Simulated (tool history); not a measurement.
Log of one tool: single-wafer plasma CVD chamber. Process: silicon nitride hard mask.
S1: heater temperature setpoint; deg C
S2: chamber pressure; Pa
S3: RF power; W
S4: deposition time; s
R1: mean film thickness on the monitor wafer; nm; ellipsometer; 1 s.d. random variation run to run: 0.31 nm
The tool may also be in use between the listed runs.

| run | hour | S1 | S2 | S3 | S4 | R1 |
|---|---|---|---|---|---|---|
| 1 | 0 | 415 | 225 | 335 | 43 | 50.028 |
| 2 | 2.8 | 415 | 237 | 350 | 43.2 | 52.381 |
| 3 | 4.5 | 415 | 237 | 350 | 44.3 | 54.081 |
| 4 | 6.4 | 415 | 248 | 360 | 44.3 | 55.46 |
| 5 | 7.8 | 415 | 248 | 360 | 43 | 53.654 |
| 6 | 12 | 415 | 248 | 360 | 44.3 | 55.375 |

Run 7 has not been measured yet. What should we expect?
| 7 | 20.7 | 415 | 256 | 370 | 44.3 | ? |

R1: 56.403 nm
